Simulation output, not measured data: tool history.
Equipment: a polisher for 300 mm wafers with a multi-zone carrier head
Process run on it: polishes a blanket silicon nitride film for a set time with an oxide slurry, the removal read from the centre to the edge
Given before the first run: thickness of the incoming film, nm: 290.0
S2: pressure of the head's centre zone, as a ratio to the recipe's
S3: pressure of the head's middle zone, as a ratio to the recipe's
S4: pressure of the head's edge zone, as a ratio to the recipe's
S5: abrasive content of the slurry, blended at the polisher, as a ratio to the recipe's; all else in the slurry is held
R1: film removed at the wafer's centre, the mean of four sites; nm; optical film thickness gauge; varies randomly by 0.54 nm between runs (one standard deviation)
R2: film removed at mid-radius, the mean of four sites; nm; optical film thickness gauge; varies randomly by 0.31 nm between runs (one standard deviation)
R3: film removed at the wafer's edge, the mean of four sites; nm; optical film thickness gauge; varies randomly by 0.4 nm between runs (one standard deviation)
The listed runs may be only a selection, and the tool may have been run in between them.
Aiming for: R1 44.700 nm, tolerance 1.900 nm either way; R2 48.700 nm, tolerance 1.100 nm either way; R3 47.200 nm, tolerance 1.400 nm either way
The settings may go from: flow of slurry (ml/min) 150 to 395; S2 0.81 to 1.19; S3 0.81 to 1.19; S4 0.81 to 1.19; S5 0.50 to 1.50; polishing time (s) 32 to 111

run 1 hour=0.0 | flow_of_slurry_(ml/min)=250 S2=1.00 S3=1.00 S4=1.00 S5=1.00 polishing_time_(s)=71 | R1=65.688 R2=65.872 R3=66.299
run 2 hour=6.7 | flow_of_slurry_(ml/min)=245 S2=0.97 S3=0.99 S4=0.96 S5=0.85 polishing_time_(s)=70 | R1=56.007 R2=58.378 R3=56.576
run 3 hour=8.4 | flow_of_slurry_(ml/min)=230 S2=0.94 S3=0.96 S4=0.92 S5=0.85 polishing_time_(s)=70 | R1=53.067 R2=55.676 R3=56.342
run 4 hour=17.0 | flow_of_slurry_(ml/min)=230 S2=0.94 S3=0.96 S4=0.92 S5=1.05 polishing_time_(s)=70 | R1=63.357 R2=64.541 R3=64.296
run 5 hour=19.4 | flow_of_slurry_(ml/min)=230 S2=0.94 S3=0.96 S4=0.92 S5=1.05 polishing_time_(s)=59 | R1=51.838 R2=55.209 R3=54.478
run 6 hour=21.8 | flow_of_slurry_(ml/min)=175 S2=0.94 S3=0.96 S4=0.92 S5=1.05 polishing_time_(s)=59 | R1=50.407 R2=52.815 R3=53.083
run 7 hour=22.6 | flow_of_slurry_(ml/min)=175 S2=0.93 S3=0.96 S4=0.90 S5=1.00 polishing_time_(s)=59 | R1=49.339 R2=50.972 R3=51.968
run 8 hour=23.2 | flow_of_slurry_(ml/min)=190 S2=0.92 S3=0.97 S4=0.89 S5=0.95 polishing_time_(s)=59 | R1=47.461 R2=50.710 R3=49.640
run 9 hour=29.5 | flow_of_slurry_(ml/min)=185 S2=0.91 S3=0.97 S4=0.88 S5=0.95 polishing_time_(s)=59 | R1=46.100 R2=50.972 R3=49.248
run 10 hour=32.1 | flow_of_slurry_(ml/min)=180 S2=0.91 S3=0.97 S4=0.87 S5=0.95 polishing_time_(s)=59 | R1=46.273 R2=50.148 R3=49.219
run 11 hour=38.1 | flow_of_slurry_(ml/min)=180 S2=0.91 S3=0.97 S4=0.87 S5=0.95 polishing_time_(s)=59 | R1=45.284 R2=50.373 R3=49.104
run 12 hour=44.5 | flow_of_slurry_(ml/min)=175 S2=0.92 S3=0.97 S4=0.86 S5=0.95 polishing_time_(s)=59 | R1=46.655 R2=50.478 R3=48.520
run 13 hour=47.1 | flow_of_slurry_(ml/min)=170 S2=0.91 S3=0.97 S4=0.85 S5=0.95 polishing_time_(s)=59 | R1=46.380 R2=50.345 R3=47.961

Which one of the following 5 next-run settings gets every result inside its allowed miss? There is exactly one.
run A hour=49.7 | flow_of_slurry_(ml/min)=185 S2=0.96 S3=1.06 S4=0.81 S5=1.05 polishing_time_(s)=54 | R1=? R2=? R3=?
run B hour=49.7 | flow_of_slurry_(ml/min)=155 S2=0.87 S3=1.08 S4=0.83 S5=0.95 polishing_time_(s)=59 | R1=? R2=? R3=?
run C hour=49.7 | flow_of_slurry_(ml/min)=180 S2=0.91 S3=0.96 S4=0.82 S5=0.95 polishing_time_(s)=58 | R1=? R2=? R3=?
run D hour=49.7 | flow_of_slurry_(ml/min)=165 S2=0.95 S3=1.05 S4=0.90 S5=1.20 polishing_time_(s)=53 | R1=? R2=? R3=?
run E hour=49.7 | flow_of_slurry_(ml/min)=170 S2=1.05 S3=1.00 S4=0.83 S5=0.85 polishing_time_(s)=62 | R1=? R2=? R3=?

move=A R1=47.150 R2=52.202 R3=46.312
move=B R1=42.651 R2=52.996 R3=47.082
move=C R1=44.845 R2=49.077 R3=46.827
move=D R1=48.484 R2=53.999 R3=50.282
move=E R1=50.731 R2=49.387 R3=46.158
A: misses by more than the last run did
B: misses by more than the last run did
C: in spec on every target
D: misses by more than the last run did
E: gets the furthest-off result to its target, but another result is out of tolerance
C is the move that brings every result within its allowed miss.
